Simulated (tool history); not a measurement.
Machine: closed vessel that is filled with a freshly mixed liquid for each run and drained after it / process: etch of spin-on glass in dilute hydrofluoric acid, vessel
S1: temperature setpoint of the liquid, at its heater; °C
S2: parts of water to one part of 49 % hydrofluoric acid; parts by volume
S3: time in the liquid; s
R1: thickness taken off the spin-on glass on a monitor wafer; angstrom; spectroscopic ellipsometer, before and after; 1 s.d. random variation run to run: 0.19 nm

run    day    S1   S2   S3      R1
  1      0    21  220   95  147.55
  2  0.121    21  220  105  160.56
  3  0.392  18.5  220  105  145.33
  4  0.492  18.5  220  105  146.03
  5   0.65    20  220  105  155.14
  6  0.983  21.5  220  105  165.63
  7  1.167  22.5  215  105  174.97
  8  1.421  23.5  210  105  187.89
  9   1.65  24.5  210  105  195.81
 10  1.975    25  210  105  198.49
 11  2.008  25.5  210  105  203.71
 12  2.117    26  210  105  205.36

Estimate the outcome of run 13 from the log above:
 13  2.471  26.5  210  105   ?

{"run 13": {"R1": 209.32}}
